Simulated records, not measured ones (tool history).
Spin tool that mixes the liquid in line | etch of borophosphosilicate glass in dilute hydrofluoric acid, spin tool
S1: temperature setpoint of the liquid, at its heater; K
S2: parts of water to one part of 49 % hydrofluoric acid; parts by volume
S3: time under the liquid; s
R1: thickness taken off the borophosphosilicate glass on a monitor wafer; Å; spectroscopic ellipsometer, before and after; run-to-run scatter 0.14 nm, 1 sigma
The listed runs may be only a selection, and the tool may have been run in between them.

run,hour,S1,S2,S3,R1
1,0,296.15,80,15,97.061
2,4.4,296.15,55,15,146.81
3,7.5,297.15,55,15,151.76
4,14.5,297.15,55,15,153.22
5,18,294.15,55,15,133.28
6,20.3,295.65,55,15,140.11
7,26.1,295.65,55,15,143.18

Predict the results of run 8:
8,32.8,296.65,55,15,?

{"run 8": {"R1": 147.18}}
